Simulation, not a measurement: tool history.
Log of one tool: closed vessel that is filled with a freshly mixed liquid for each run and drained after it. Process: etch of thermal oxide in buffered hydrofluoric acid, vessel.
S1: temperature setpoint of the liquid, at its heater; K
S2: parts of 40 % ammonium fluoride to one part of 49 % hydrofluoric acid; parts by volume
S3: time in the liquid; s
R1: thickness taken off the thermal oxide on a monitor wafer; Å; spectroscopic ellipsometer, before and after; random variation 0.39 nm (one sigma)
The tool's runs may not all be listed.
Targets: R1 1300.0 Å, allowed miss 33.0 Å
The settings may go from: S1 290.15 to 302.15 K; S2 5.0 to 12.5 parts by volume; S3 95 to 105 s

Run 1, day 0.000: S1 294.15 K, S2 7.5 parts by volume, S3 95 s. Result: R1 1163.6 Å.
Run 2, day 0.312: S1 296.65 K, S2 7.5 parts by volume, S3 95 s. Result: R1 1337.1 Å.
Run 3, day 0.471: S1 296.65 K, S2 7.5 parts by volume, S3 105 s. Result: R1 1487.5 Å.
Run 4, day 0.588: S1 296.15 K, S2 7.5 parts by volume, S3 105 s. Result: R1 1441.3 Å.
Run 5, day 0.962: S1 296.15 K, S2 7.5 parts by volume, S3 105 s. Result: R1 1440.1 Å.
Run 6, day 1.112: S1 296.15 K, S2 7.5 parts by volume, S3 105 s. Result: R1 1443.8 Å.
Run 7, day 1.404: S1 295.65 K, S2 7.5 parts by volume, S3 105 s. Result: R1 1405.4 Å.
Run 8, day 1.446: S1 295.15 K, S2 7.5 parts by volume, S3 105 s. Result: R1 1364.5 Å.

Which of these 5 next moves meets every target?
Run A, day 1.488: S1 294.65 K, S2 6.5 parts by volume, S3 95 s. Result: R1 ?.
Run B, day 1.488: S1 297.65 K, S2 8.0 parts by volume, S3 105 s. Result: R1 ?.
Run C, day 1.488: S1 295.15 K, S2 7.5 parts by volume, S3 100 s. Result: R1 ?.
Run D, day 1.488: S1 297.15 K, S2 7.5 parts by volume, S3 95 s. Result: R1 ?.
Run E, day 1.488: S1 294.65 K, S2 7.0 parts by volume, S3 100 s. Result: R1 ?.

move      R1
   A  1379.6
   B  1458.9
   C  1299.4
   D  1377.4
   E  1361.7
A: further off than the last run
B: further off than the last run
C: meets every target
D: further off than the last run
E: as far off as the last run
The right move is C.

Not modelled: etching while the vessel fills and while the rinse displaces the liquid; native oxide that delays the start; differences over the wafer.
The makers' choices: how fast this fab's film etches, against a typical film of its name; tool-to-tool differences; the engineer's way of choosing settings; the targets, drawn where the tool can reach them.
